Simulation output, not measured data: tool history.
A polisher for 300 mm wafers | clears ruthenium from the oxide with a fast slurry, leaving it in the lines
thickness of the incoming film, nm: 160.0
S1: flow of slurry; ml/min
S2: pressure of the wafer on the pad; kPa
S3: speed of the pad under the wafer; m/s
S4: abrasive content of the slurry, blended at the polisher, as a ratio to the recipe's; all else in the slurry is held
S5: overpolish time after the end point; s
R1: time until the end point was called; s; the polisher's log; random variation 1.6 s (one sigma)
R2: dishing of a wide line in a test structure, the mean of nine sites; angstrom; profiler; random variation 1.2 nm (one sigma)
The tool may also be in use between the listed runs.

run	hour	S1	S2	S3	S4	S5	R1	R2
1	0	135	13.8	1.16	1	21	53.441	434.68
2	6.9	135	13.8	1.16	1	28	55.268	583.15
3	9.6	135	12.4	1.14	1	29	61.057	507.22
4	16.9	135	12.4	1.14	1.15	29	56.054	547.36
5	25.6	135	9	1.14	1.15	29	72.676	460.98
6	26.6	135	9	1.14	1.1	29	72.561	454.04

The next listed run, before its measurement:
7	34	135	8.3	1.14	1.1	31	?	?

R1: 76.854 s
R2: 458.52 angstrom
